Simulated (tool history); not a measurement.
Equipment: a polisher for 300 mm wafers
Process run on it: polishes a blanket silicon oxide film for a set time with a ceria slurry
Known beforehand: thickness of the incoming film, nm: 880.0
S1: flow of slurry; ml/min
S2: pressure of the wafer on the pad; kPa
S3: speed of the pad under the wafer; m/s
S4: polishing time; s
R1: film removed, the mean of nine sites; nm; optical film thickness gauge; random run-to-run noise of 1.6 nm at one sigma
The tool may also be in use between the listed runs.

run,hour,S1,S2,S3,S4,R1
1,0,265,26.9,1.16,22,161.57
2,2.9,265,22.8,1.16,22,136.17
3,6.7,265,22.8,1.16,22,138.67
4,10.6,215,22.8,1.16,22,133.7
5,19.1,215,22.8,1.3,22,146.09
6,26.8,240,25.5,1.3,22,166.35
7,33.8,260,26.9,1.3,22,177.89

Expected results for the next run?
8,34.4,280,28.3,1.3,22,?

R1: 188.7 nm
